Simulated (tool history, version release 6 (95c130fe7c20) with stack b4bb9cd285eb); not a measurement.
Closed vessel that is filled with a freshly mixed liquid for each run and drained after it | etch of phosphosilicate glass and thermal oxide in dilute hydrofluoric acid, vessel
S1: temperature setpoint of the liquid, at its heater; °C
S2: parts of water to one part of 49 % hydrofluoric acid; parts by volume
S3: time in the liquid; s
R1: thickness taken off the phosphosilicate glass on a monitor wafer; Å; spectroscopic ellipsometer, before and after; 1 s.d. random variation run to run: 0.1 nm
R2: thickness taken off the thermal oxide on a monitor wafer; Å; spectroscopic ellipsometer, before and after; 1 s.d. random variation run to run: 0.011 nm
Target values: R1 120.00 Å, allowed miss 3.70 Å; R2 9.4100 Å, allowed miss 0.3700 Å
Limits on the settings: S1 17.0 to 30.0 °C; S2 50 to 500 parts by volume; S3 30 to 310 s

run,hour,S1,S2,S3,R1,R2
1,0.0,22.0,275,160,235.69,18.3130
2,5.3,20.5,310,160,191.94,15.0950
3,6.6,19.5,340,160,164.45,12.6070
4,11.3,21.0,340,160,169.09,13.3820
5,20.3,24.5,340,160,189.48,15.3050
6,21.9,22.5,360,160,167.07,12.9050
7,27.2,21.5,375,160,153.49,12.0180
8,31.0,20.5,390,160,141.08,11.0340
9,33.6,19.5,400,160,132.71,10.4610
10,34.5,19.0,405,160,125.96,10.1340
11,40.3,18.5,405,160,125.01,9.8937

Which single option among these 5 for the next run brings every result within its allowed miss of target? Just one does.
A,46.1,17.0,325,115,?,?
B,46.1,18.5,365,125,?,?
C,46.1,18.5,365,135,?,?
D,46.1,17.5,385,135,?,?
E,46.1,17.0,300,100,?,?

move,R1,R2
A,112.48,8.9757
B,111.00,8.8578
C,119.88,9.5665
D,107.83,8.6045
E,108.31,8.6431
A: moves the result that the last run missed by most past its target, out the other side
B: moves the result that the last run missed by most past its target, out the other side
C: every result within its allowed miss
D: moves the result that the last run missed by most past its target, out the other side
E: moves the result that the last run missed by most past its target, out the other side
Move C is the one to make.
